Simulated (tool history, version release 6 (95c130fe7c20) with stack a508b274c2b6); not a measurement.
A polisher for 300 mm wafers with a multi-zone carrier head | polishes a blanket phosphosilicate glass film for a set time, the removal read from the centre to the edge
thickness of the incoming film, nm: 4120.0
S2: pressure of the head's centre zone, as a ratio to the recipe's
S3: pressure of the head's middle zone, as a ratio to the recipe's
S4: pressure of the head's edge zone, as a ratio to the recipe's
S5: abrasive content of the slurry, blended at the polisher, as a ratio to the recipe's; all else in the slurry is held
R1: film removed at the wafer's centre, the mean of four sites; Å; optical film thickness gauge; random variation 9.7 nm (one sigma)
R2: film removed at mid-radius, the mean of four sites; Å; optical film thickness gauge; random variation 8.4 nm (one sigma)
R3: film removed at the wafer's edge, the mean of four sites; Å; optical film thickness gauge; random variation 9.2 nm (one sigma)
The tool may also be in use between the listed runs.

Run 1, hour 0: flow of slurry (ml/min) 275, S2 1, S3 1, S4 1, S5 1, polishing time (s) 83. Result: R1 7638.2 Å, R2 7714.7 Å, R3 7554.3 Å.
Run 2, hour 6.4: flow of slurry (ml/min) 275, S2 1.03, S3 1, S4 1, S5 1, polishing time (s) 83. Result: R1 7945 Å, R2 7726 Å, R3 7551.4 Å.
Run 3, hour 11.4: flow of slurry (ml/min) 280, S2 1.03, S3 1.03, S4 1.02, S5 1.05, polishing time (s) 83. Result: R1 8148.6 Å, R2 8147.1 Å, R3 8028.5 Å.
Run 4, hour 17: flow of slurry (ml/min) 290, S2 1.03, S3 1.06, S4 1.02, S5 1.05, polishing time (s) 83. Result: R1 8254.9 Å, R2 8296.8 Å, R3 7824.5 Å.
Run 5, hour 23.5: flow of slurry (ml/min) 290, S2 1.03, S3 1.08, S4 1.04, S5 1.05, polishing time (s) 83. Result: R1 8121.1 Å, R2 8352.4 Å, R3 7808.3 Å.
Run 6, hour 29.2: flow of slurry (ml/min) 290, S2 1.03, S3 1.1, S4 1.05, S5 1.1, polishing time (s) 83. Result: R1 8403.2 Å, R2 8807.6 Å, R3 8300.5 Å.

The next listed run, before its measurement:
Run 7, hour 31.6: flow of slurry (ml/min) 290, S2 1.03, S3 1.12, S4 1.05, S5 1.1, polishing time (s) 83. Result: R1 ?, R2 ?, R3 ?.

R1: 8434.4 Å
R2: 8857.8 Å
R3: 8246.9 Å
